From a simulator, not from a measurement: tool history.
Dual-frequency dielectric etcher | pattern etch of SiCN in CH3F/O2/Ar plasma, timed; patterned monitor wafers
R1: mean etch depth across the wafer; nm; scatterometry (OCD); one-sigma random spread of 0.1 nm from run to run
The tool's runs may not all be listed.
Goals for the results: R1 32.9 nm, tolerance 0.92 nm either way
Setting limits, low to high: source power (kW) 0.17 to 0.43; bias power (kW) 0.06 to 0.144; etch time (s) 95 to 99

{"run": 1, "hour": 0.0, "source power (kW)": 0.3, "bias power (kW)": 0.102, "etch time (s)": 95, "R1": 38.013}
{"run": 2, "hour": 5.4, "source power (kW)": 0.3, "bias power (kW)": 0.102, "etch time (s)": 95, "R1": 37.856}
{"run": 3, "hour": 14.1, "source power (kW)": 0.3, "bias power (kW)": 0.102, "etch time (s)": 95, "R1": 37.896}
{"run": 4, "hour": 20.8, "source power (kW)": 0.28, "bias power (kW)": 0.1, "etch time (s)": 95, "R1": 36.629}
{"run": 5, "hour": 29.0, "source power (kW)": 0.27, "bias power (kW)": 0.098, "etch time (s)": 95, "R1": 35.852}
{"run": 6, "hour": 35.2, "source power (kW)": 0.26, "bias power (kW)": 0.097, "etch time (s)": 95, "R1": 35.295}
{"run": 7, "hour": 43.3, "source power (kW)": 0.25, "bias power (kW)": 0.096, "etch time (s)": 95, "R1": 34.691}
{"run": 8, "hour": 51.4, "source power (kW)": 0.24, "bias power (kW)": 0.095, "etch time (s)": 95, "R1": 34.034}

Which of these 5 next moves meets every target?
{"run": "A", "hour": 59.5, "source power (kW)": 0.26, "bias power (kW)": 0.094, "etch time (s)": 97, "R1": "?"}
{"run": "B", "hour": 59.5, "source power (kW)": 0.21, "bias power (kW)": 0.088, "etch time (s)": 95, "R1": "?"}
{"run": "C", "hour": 59.5, "source power (kW)": 0.22, "bias power (kW)": 0.091, "etch time (s)": 96, "R1": "?"}
{"run": "D", "hour": 59.5, "source power (kW)": 0.26, "bias power (kW)": 0.092, "etch time (s)": 95, "R1": "?"}
{"run": "E", "hour": 59.5, "source power (kW)": 0.2, "bias power (kW)": 0.081, "etch time (s)": 99, "R1": "?"}

move=A R1=35.728
move=B R1=31.498
move=C R1=32.796
move=D R1=34.72
move=E R1=31.268
A: lands further from the targets than the last run did
B: moves the result that the last run missed by most past its target, out the other side
C: every result lands within tolerance
D: lands further from the targets than the last run did
E: moves the result that the last run missed by most past its target, out the other side
The right move is C.
